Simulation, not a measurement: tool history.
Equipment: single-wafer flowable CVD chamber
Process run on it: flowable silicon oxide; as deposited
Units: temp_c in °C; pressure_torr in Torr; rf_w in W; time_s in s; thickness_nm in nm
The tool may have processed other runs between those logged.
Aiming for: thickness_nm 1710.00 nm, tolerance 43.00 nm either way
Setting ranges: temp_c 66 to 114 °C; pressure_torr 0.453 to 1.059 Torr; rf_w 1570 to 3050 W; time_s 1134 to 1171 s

Run 1, hour 0.0: temp_c 90 °C, pressure_torr 0.756 Torr, rf_w 2310 W, time_s 1134 s. Result: thickness_nm 961.31 nm.
Run 2, hour 3.3: temp_c 90 °C, pressure_torr 0.756 Torr, rf_w 1980 W, time_s 1134 s. Result: thickness_nm 938.69 nm.
Run 3, hour 9.6: temp_c 90 °C, pressure_torr 0.756 Torr, rf_w 1980 W, time_s 1171 s. Result: thickness_nm 973.08 nm.
Run 4, hour 15.1: temp_c 90 °C, pressure_torr 0.756 Torr, rf_w 1980 W, time_s 1171 s. Result: thickness_nm 970.73 nm.
Run 5, hour 17.0: temp_c 90 °C, pressure_torr 0.756 Torr, rf_w 2180 W, time_s 1171 s. Result: thickness_nm 986.25 nm.
Run 6, hour 20.6: temp_c 90 °C, pressure_torr 0.756 Torr, rf_w 2180 W, time_s 1134 s. Result: thickness_nm 957.21 nm.
Run 7, hour 27.6: temp_c 86 °C, pressure_torr 0.757 Torr, rf_w 2180 W, time_s 1134 s. Result: thickness_nm 1095.50 nm.
Run 8, hour 32.6: temp_c 83 °C, pressure_torr 0.758 Torr, rf_w 2180 W, time_s 1134 s. Result: thickness_nm 1216.00 nm.
Run 9, hour 35.0: temp_c 81 °C, pressure_torr 0.758 Torr, rf_w 2180 W, time_s 1134 s. Result: thickness_nm 1303.00 nm.
Run 10, hour 37.2: temp_c 79 °C, pressure_torr 0.758 Torr, rf_w 2180 W, time_s 1134 s. Result: thickness_nm 1381.10 nm.
Run 11, hour 41.6: temp_c 78 °C, pressure_torr 0.758 Torr, rf_w 2180 W, time_s 1134 s. Result: thickness_nm 1421.10 nm.
Run 12, hour 43.3: temp_c 78 °C, pressure_torr 0.758 Torr, rf_w 2180 W, time_s 1134 s. Result: thickness_nm 1409.70 nm.
Run 13, hour 50.8: temp_c 77 °C, pressure_torr 0.758 Torr, rf_w 2180 W, time_s 1134 s. Result: thickness_nm 1461.70 nm.

Pick the move, out of 5, that brings all results within their allowed miss; only one does.
Run A, hour 58.3: temp_c 74 °C, pressure_torr 0.809 Torr, rf_w 2020 W, time_s 1171 s. Result: thickness_nm ?.
Run B, hour 58.3: temp_c 76 °C, pressure_torr 0.712 Torr, rf_w 2055 W, time_s 1136 s. Result: thickness_nm ?.
Run C, hour 58.3: temp_c 68 °C, pressure_torr 0.759 Torr, rf_w 2030 W, time_s 1171 s. Result: thickness_nm ?.
Run D, hour 58.3: temp_c 80 °C, pressure_torr 0.656 Torr, rf_w 2155 W, time_s 1167 s. Result: thickness_nm ?.
Run E, hour 58.3: temp_c 69 °C, pressure_torr 0.679 Torr, rf_w 2120 W, time_s 1134 s. Result: thickness_nm ?.

move  thickness_nm
   A       1719.10
   B       1404.00
   C       1851.10
   D       1197.50
   E       1586.40
A: all results land within tolerance of their targets
B: the biggest miss grows against the last run
C: pushes the last run's worst result past its target
D: the biggest miss grows against the last run
E: gains on the last run, yet a result remains outside its allowed miss
Go with A: it meets all targets.
